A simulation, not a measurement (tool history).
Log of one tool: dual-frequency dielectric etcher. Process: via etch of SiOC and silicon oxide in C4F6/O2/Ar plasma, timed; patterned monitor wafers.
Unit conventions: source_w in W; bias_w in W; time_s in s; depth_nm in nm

| run | hour | source_w | bias_w | time_s | depth_nm |
|---|---|---|---|---|---|
| 1 | 0 | 450 | 137 | 64.5 | 70.167 |
| 2 | 6 | 440 | 135 | 64.5 | 69.027 |
| 3 | 14.4 | 500 | 135 | 64.5 | 72.073 |
| 4 | 16.7 | 500 | 135 | 59.5 | 66.727 |
| 5 | 19.5 | 500 | 135 | 59.5 | 66.612 |
| 6 | 21.3 | 490 | 133 | 59.5 | 65.579 |

What does the tool deliver on the next run?
| 7 | 23.5 | 480 | 132 | 59.5 | ? |

Run 7 gave depth_nm 65.074 nm.
